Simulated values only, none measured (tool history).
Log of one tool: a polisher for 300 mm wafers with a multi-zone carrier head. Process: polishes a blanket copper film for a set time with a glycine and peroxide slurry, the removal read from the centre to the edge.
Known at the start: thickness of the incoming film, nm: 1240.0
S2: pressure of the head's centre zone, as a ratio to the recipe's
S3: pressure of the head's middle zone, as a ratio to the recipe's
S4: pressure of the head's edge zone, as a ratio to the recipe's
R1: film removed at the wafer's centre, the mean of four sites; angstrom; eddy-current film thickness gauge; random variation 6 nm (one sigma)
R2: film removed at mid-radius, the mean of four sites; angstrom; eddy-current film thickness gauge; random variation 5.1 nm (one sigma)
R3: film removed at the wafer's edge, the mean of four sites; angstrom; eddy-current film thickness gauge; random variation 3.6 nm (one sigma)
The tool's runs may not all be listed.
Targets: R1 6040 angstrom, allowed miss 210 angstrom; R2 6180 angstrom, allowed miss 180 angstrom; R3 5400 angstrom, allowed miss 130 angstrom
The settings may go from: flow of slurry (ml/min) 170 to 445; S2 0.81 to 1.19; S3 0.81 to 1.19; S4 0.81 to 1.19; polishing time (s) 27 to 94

Run 1, hour 0: flow of slurry (ml/min) 285, S2 1, S3 1, S4 1, polishing time (s) 60. Result: R1 3621.9 angstrom, R2 3741.5 angstrom, R3 3557.1 angstrom.
Run 2, hour 6.2: flow of slurry (ml/min) 255, S2 1, S3 1, S4 1, polishing time (s) 60. Result: R1 3510.1 angstrom, R2 3742.2 angstrom, R3 3586 angstrom.
Run 3, hour 12.2: flow of slurry (ml/min) 255, S2 1.03, S3 1, S4 1, polishing time (s) 60. Result: R1 3690.6 angstrom, R2 3719.9 angstrom, R3 3587.3 angstrom.
Run 4, hour 17.7: flow of slurry (ml/min) 255, S2 1.04, S3 1.02, S4 1.01, polishing time (s) 62. Result: R1 3769.9 angstrom, R2 3878.2 angstrom, R3 3674.7 angstrom.
Run 5, hour 23.1: flow of slurry (ml/min) 255, S2 1.04, S3 1.02, S4 1.07, polishing time (s) 62. Result: R1 3771.2 angstrom, R2 3928.1 angstrom, R3 3799.3 angstrom.
Run 6, hour 25.4: flow of slurry (ml/min) 255, S2 1.04, S3 1.02, S4 1.11, polishing time (s) 62. Result: R1 3830.1 angstrom, R2 3899.4 angstrom, R3 3823 angstrom.
Run 7, hour 33.6: flow of slurry (ml/min) 260, S2 1.05, S3 1.03, S4 1.11, polishing time (s) 64. Result: R1 3988.9 angstrom, R2 4098.3 angstrom, R3 4038.3 angstrom.
Run 8, hour 40.4: flow of slurry (ml/min) 340, S2 1.15, S3 1.13, S4 1.01, polishing time (s) 81. Result: R1 5854.9 angstrom, R2 5826.4 angstrom, R3 4921.7 angstrom.

Which of these 5 next moves meets every target?
Run A, hour 47.2: flow of slurry (ml/min) 335, S2 1.08, S3 0.99, S4 1.16, polishing time (s) 87. Result: R1 ?, R2 ?, R3 ?.
Run B, hour 47.2: flow of slurry (ml/min) 325, S2 1.06, S3 0.96, S4 1.18, polishing time (s) 88. Result: R1 ?, R2 ?, R3 ?.
Run C, hour 47.2: flow of slurry (ml/min) 295, S2 1.18, S3 1.17, S4 1.01, polishing time (s) 81. Result: R1 ?, R2 ?, R3 ?.
Run D, hour 47.2: flow of slurry (ml/min) 270, S2 1.18, S3 1, S4 0.93, polishing time (s) 87. Result: R1 ?, R2 ?, R3 ?.
Run E, hour 47.2: flow of slurry (ml/min) 245, S2 1.11, S3 1.1, S4 0.98, polishing time (s) 92. Result: R1 ?, R2 ?, R3 ?.

move      R1      R2      R3
   A  5833.7  5487.4  5682.4
   B  5767.8    5391  5787.1
   C  5849.5  5805.3  4870.7
   D  6199.4  5394.6  5001.6
   E  6081.9  6110.8  5364.7
A: takes the result that was furthest off past its target
B: takes the result that was furthest off past its target
C: further off than the last run
D: further off than the last run
E: meets every target
Answer: E
